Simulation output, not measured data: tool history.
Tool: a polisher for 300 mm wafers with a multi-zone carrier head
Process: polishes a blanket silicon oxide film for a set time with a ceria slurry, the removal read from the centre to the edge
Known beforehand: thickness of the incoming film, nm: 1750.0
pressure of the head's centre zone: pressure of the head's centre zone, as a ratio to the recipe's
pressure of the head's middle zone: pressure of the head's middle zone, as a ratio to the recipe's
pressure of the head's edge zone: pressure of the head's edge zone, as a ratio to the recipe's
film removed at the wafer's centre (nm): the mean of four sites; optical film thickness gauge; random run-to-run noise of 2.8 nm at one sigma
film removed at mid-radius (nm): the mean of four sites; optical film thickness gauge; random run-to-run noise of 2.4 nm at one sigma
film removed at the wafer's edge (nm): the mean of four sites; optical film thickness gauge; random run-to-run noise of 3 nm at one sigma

run,day,flow of slurry (ml/min),pressure of the head's centre zone,pressure of the head's middle zone,pressure of the head's edge zone,polishing time (s),film removed at the wafer's centre (nm),film removed at mid-radius (nm),film removed at the wafer's edge (nm)
1,0.000,150,1.00,1.00,1.00,74,469.12,467.62,471.91
2,0.262,150,1.00,1.00,1.06,74,463.46,462.46,495.59
3,0.425,150,1.00,1.00,1.01,74,459.43,463.36,473.42
4,0.462,150,1.00,1.07,1.01,74,468.06,488.83,473.73
5,0.496,150,1.00,1.12,1.01,74,466.69,511.63,479.30
6,0.612,145,1.00,1.09,1.01,70,430.37,459.56,448.89
7,0.804,140,1.00,1.07,1.00,67,415.46,433.17,427.30
8,1.088,135,0.99,1.05,0.99,64,394.08,412.63,399.00
9,1.267,130,0.99,1.03,0.99,61,364.96,385.04,378.11
10,1.496,130,0.99,1.01,0.99,59,359.98,363.84,366.44

Run 11, settings as shown, results not yet in. Your forecast:
11,1.779,125,0.99,0.99,0.99,57,?,?,?

Run 11 yielded film removed at the wafer's centre (nm) 344.71, film removed at mid-radius (nm) 340.00, film removed at the wafer's edge (nm) 359.28.
